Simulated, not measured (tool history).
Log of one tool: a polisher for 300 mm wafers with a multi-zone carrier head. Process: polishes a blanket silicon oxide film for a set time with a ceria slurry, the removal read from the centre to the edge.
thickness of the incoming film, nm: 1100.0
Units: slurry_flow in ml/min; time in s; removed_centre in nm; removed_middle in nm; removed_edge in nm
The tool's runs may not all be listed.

run  hour  slurry_flow  centre_zone  middle_zone  edge_zone  time  removed_centre  removed_middle  removed_edge
  1   0.0          195         1.00         1.00       1.00    73          299.30          344.03        344.00
  2   7.8          210         1.05         1.00       1.02    80          347.92          381.55        380.84
  3   9.0          210         1.05         1.00       0.94    80          350.30          378.34        361.58
  4  13.2          245         1.05         1.00       0.94    80          358.48          392.81        373.34
  5  18.4          250         1.08         0.99       0.96    86          396.25          420.07        404.54
  6  26.6          250         1.08         0.99       0.96    73          336.61          344.71        347.73
  7  28.2          250         1.08         0.99       0.96    73          335.47          355.79        343.25
  8  36.5          250         1.11         0.98       0.98    81          392.22          381.24        381.52

Run 9 comes next. What will it give?
  9  42.5          255         1.12         0.99       1.01    86               ?               ?             ?

{"run 9": {"removed_centre": 410.79, "removed_middle": 419.45, "removed_edge": 407.45}}

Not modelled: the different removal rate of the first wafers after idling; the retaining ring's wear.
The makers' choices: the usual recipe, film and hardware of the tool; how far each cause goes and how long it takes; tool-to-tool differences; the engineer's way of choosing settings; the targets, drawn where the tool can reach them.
